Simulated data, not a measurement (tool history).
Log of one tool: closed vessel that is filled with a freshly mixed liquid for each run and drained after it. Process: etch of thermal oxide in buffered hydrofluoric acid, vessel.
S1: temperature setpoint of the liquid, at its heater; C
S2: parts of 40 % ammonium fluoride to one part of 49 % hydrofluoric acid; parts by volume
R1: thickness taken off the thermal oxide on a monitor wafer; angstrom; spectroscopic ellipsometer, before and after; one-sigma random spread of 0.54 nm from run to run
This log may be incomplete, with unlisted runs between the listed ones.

run 1 hour=0 | S1=24 S2=7.5 time_in_the_liquid_(s)=105 | R1=1720.5
run 2 hour=0.7 | S1=24 S2=6.5 time_in_the_liquid_(s)=105 | R1=1986.2
run 3 hour=5 | S1=24 S2=6.5 time_in_the_liquid_(s)=110 | R1=2072.4
run 4 hour=9.9 | S1=26 S2=6.5 time_in_the_liquid_(s)=110 | R1=2315.9
run 5 hour=15 | S1=23 S2=7 time_in_the_liquid_(s)=110 | R1=1830.6
run 6 hour=23.7 | S1=21 S2=7 time_in_the_liquid_(s)=110 | R1=1646.9
run 7 hour=26.2 | S1=19.5 S2=7 time_in_the_liquid_(s)=110 | R1=1515.1

What will run 8 give?
run 8 hour=35.2 | S1=18.5 S2=7 time_in_the_liquid_(s)=110 | R1=?

{"run 8": {"R1": 1431.6}}
